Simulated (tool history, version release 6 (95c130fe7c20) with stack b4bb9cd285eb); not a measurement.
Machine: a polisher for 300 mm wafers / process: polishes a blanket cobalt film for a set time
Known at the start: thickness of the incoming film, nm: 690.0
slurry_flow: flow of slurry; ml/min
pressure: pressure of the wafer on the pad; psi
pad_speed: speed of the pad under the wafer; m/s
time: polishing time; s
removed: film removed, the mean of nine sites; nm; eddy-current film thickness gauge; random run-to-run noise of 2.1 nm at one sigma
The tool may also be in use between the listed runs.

{"run": 1, "day": 0.0, "slurry_flow": 260, "pressure": 2.3, "pad_speed": 0.76, "time": 79, "removed": 314.86}
{"run": 2, "day": 0.146, "slurry_flow": 260, "pressure": 2.0, "pad_speed": 0.76, "time": 79, "removed": 273.9}
{"run": 3, "day": 0.408, "slurry_flow": 260, "pressure": 1.9, "pad_speed": 0.76, "time": 79, "removed": 262.85}
{"run": 4, "day": 0.583, "slurry_flow": 260, "pressure": 2.4, "pad_speed": 0.76, "time": 79, "removed": 327.11}
{"run": 5, "day": 0.775, "slurry_flow": 260, "pressure": 2.2, "pad_speed": 0.76, "time": 79, "removed": 293.48}
{"run": 6, "day": 0.904, "slurry_flow": 260, "pressure": 2.1, "pad_speed": 0.76, "time": 79, "removed": 288.88}
{"run": 7, "day": 1.008, "slurry_flow": 260, "pressure": 2.0, "pad_speed": 0.76, "time": 79, "removed": 270.87}
{"run": 8, "day": 1.175, "slurry_flow": 260, "pressure": 1.9, "pad_speed": 0.76, "time": 79, "removed": 256.45}

The next listed run, before its measurement:
{"run": 9, "day": 1.217, "slurry_flow": 260, "pressure": 1.8, "pad_speed": 0.76, "time": 79, "removed": "?"}

{"run 9": {"removed": 244.51}}
